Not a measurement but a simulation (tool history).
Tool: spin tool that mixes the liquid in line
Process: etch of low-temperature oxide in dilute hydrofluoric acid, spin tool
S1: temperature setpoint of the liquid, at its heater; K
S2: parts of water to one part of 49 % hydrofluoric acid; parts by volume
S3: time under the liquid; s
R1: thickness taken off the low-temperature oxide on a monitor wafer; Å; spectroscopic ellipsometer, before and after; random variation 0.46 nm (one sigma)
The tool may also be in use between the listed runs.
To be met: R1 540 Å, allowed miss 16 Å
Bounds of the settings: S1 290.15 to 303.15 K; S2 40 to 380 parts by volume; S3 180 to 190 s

Run 1, hour 0: S1 295.15 K, S2 210 parts by volume, S3 180 s. Result: R1 175.93 Å.
Run 2, hour 2.3: S1 296.65 K, S2 210 parts by volume, S3 180 s. Result: R1 187.03 Å.
Run 3, hour 7.5: S1 296.65 K, S2 210 parts by volume, S3 180 s. Result: R1 190.12 Å.
Run 4, hour 10.2: S1 296.65 K, S2 285 parts by volume, S3 180 s. Result: R1 128.53 Å.
Run 5, hour 14.3: S1 298.15 K, S2 235 parts by volume, S3 180 s. Result: R1 172.87 Å.
Run 6, hour 15.3: S1 299.15 K, S2 190 parts by volume, S3 180 s. Result: R1 231.48 Å.
Run 7, hour 18.9: S1 300.15 K, S2 160 parts by volume, S3 180 s. Result: R1 296.08 Å.
Run 8, hour 20.1: S1 303.15 K, S2 75 parts by volume, S3 180 s. Result: R1 779.72 Å.
Run 9, hour 22.6: S1 299.15 K, S2 75 parts by volume, S3 180 s. Result: R1 677.18 Å.
Run 10, hour 24.7: S1 297.65 K, S2 75 parts by volume, S3 180 s. Result: R1 627.02 Å.
Run 11, hour 32.2: S1 296.65 K, S2 75 parts by volume, S3 180 s. Result: R1 604.64 Å.
Run 12, hour 40.4: S1 296.15 K, S2 75 parts by volume, S3 180 s. Result: R1 606 Å.
At hour 44.5: hydrofluoric acid flow meter replaced.
Run 13, hour 44.5: S1 295.15 K, S2 75 parts by volume, S3 180 s. Result: R1 508.73 Å.
Run 14, hour 53.4: S1 295.65 K, S2 75 parts by volume, S3 180 s. Result: R1 520.44 Å.

Which of these 5 next moves meets every target?
Run A, hour 62.3: S1 299.15 K, S2 95 parts by volume, S3 190 s. Result: R1 ?.
Run B, hour 62.3: S1 293.15 K, S2 75 parts by volume, S3 190 s. Result: R1 ?.
Run C, hour 62.3: S1 296.65 K, S2 80 parts by volume, S3 190 s. Result: R1 ?.
Run D, hour 62.3: S1 294.65 K, S2 75 parts by volume, S3 180 s. Result: R1 ?.
Run E, hour 62.3: S1 296.65 K, S2 85 parts by volume, S3 190 s. Result: R1 ?.

move      R1
   A  489.53
   B  498.67
   C  536.53
   D  502.76
   E  501.83
A: further off than the last run
B: further off than the last run
C: meets every target
D: further off than the last run
E: further off than the last run
Move C is the one to make.
